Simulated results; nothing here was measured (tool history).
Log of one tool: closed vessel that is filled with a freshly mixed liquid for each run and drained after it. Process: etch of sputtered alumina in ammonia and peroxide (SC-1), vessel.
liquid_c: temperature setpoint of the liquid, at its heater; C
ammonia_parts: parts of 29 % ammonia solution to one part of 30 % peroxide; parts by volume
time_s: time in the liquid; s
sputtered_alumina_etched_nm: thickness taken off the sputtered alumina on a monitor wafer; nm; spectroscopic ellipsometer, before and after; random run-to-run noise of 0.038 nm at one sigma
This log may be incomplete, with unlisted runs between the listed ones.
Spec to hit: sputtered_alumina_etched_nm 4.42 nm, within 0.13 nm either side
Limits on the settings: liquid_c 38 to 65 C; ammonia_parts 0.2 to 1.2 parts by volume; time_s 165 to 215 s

Run 1, hour 0: liquid_c 49 C, ammonia_parts 0.9 parts by volume, time_s 215 s. Result: sputtered_alumina_etched_nm 6.0075 nm.
Run 2, hour 6.9: liquid_c 44.5 C, ammonia_parts 0.9 parts by volume, time_s 215 s. Result: sputtered_alumina_etched_nm 4.6482 nm.
Run 3, hour 12.3: liquid_c 39.5 C, ammonia_parts 0.9 parts by volume, time_s 215 s. Result: sputtered_alumina_etched_nm 3.4891 nm.
Run 4, hour 14: liquid_c 40.5 C, ammonia_parts 0.9 parts by volume, time_s 215 s. Result: sputtered_alumina_etched_nm 3.7071 nm.
Run 5, hour 21.7: liquid_c 41.5 C, ammonia_parts 0.9 parts by volume, time_s 215 s. Result: sputtered_alumina_etched_nm 3.9149 nm.
Run 6, hour 28.3: liquid_c 42 C, ammonia_parts 0.9 parts by volume, time_s 215 s. Result: sputtered_alumina_etched_nm 4.0213 nm.
Run 7, hour 36.8: liquid_c 42.5 C, ammonia_parts 0.9 parts by volume, time_s 215 s. Result: sputtered_alumina_etched_nm 4.1204 nm.
Run 8, hour 43.2: liquid_c 43 C, ammonia_parts 0.9 parts by volume, time_s 215 s. Result: sputtered_alumina_etched_nm 4.2589 nm.

Of the 5 settings listed for the next run, only one would bring every result within its allowed miss of target. Which one?
Run A, hour 49.6: liquid_c 44.5 C, ammonia_parts 0.8 parts by volume, time_s 215 s. Result: sputtered_alumina_etched_nm ?.
Run B, hour 49.6: liquid_c 43.5 C, ammonia_parts 0.85 parts by volume, time_s 205 s. Result: sputtered_alumina_etched_nm ?.
Run C, hour 49.6: liquid_c 42 C, ammonia_parts 1.2 parts by volume, time_s 215 s. Result: sputtered_alumina_etched_nm ?.
Run D, hour 49.6: liquid_c 44.5 C, ammonia_parts 1 parts by volume, time_s 190 s. Result: sputtered_alumina_etched_nm ?.
Run E, hour 49.6: liquid_c 44.5 C, ammonia_parts 0.5 parts by volume, time_s 215 s. Result: sputtered_alumina_etched_nm ?.

move  sputtered_alumina_etched_nm
   A                       4.6339
   B                       4.1964
   C                       4.1706
   D                       4.1832
   E                       4.4311
A: takes the biggest miss from the last run beyond its target
B: further off than the last run
C: further off than the last run
D: further off than the last run
E: hits every target within its allowed miss
Move E is the one to make.

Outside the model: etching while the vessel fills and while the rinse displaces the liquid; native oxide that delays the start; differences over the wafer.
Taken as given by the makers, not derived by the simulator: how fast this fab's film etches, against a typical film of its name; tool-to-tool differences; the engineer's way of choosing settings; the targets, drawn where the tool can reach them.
